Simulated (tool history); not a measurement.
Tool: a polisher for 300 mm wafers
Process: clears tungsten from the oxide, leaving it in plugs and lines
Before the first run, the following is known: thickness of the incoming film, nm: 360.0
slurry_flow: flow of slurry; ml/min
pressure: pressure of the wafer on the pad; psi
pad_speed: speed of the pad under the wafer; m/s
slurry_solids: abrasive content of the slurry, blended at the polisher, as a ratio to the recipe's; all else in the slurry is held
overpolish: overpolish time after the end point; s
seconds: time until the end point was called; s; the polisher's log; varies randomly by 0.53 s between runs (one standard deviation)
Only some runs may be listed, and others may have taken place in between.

{"run": 1, "hour": 0.0, "slurry_flow": 245, "pressure": 2.9, "pad_speed": 1.4, "slurry_solids": 1, "overpolish": 42, "seconds": 66.021}
{"run": 2, "hour": 7.3, "slurry_flow": 245, "pressure": 2.9, "pad_speed": 1.62, "slurry_solids": 1, "overpolish": 42, "seconds": 60.685}
{"run": 3, "hour": 14.1, "slurry_flow": 245, "pressure": 2.9, "pad_speed": 1.62, "slurry_solids": 0.85, "overpolish": 42, "seconds": 64.302}
{"run": 4, "hour": 18.5, "slurry_flow": 265, "pressure": 2.9, "pad_speed": 1.62, "slurry_solids": 0.85, "overpolish": 42, "seconds": 63.36}
{"run": 5, "hour": 24.2, "slurry_flow": 265, "pressure": 2.6, "pad_speed": 1.62, "slurry_solids": 0.85, "overpolish": 42, "seconds": 70.464}
{"run": 6, "hour": 25.6, "slurry_flow": 265, "pressure": 2.8, "pad_speed": 1.62, "slurry_solids": 0.85, "overpolish": 42, "seconds": 64.544}
{"run": 7, "hour": 31.1, "slurry_flow": 275, "pressure": 2.9, "pad_speed": 1.62, "slurry_solids": 0.85, "overpolish": 42, "seconds": 63.598}

Estimate the outcome of run 8 from the log above:
{"run": 8, "hour": 33.7, "slurry_flow": 275, "pressure": 3, "pad_speed": 1.62, "slurry_solids": 0.85, "overpolish": 42, "seconds": "?"}

{"run 8": {"seconds": 61.9}}
